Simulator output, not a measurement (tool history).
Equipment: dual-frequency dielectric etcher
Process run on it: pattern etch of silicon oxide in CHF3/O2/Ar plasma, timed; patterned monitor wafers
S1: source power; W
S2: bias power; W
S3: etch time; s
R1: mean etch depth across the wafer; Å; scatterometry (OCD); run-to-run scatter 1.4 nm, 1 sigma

run,hour,S1,S2,S3,R1
1,0.0,710,167,303.5,6051.4
2,5.9,710,167,278.5,5534.3
3,13.9,710,167,278.5,5542.3
4,22.8,710,189,278.5,5698.3
5,26.4,710,200,278.5,5797.7
6,27.2,710,229,278.5,6012.5

Forecast run 7:
7,33.8,570,207,278.5,?

R1: 5368.9 Å

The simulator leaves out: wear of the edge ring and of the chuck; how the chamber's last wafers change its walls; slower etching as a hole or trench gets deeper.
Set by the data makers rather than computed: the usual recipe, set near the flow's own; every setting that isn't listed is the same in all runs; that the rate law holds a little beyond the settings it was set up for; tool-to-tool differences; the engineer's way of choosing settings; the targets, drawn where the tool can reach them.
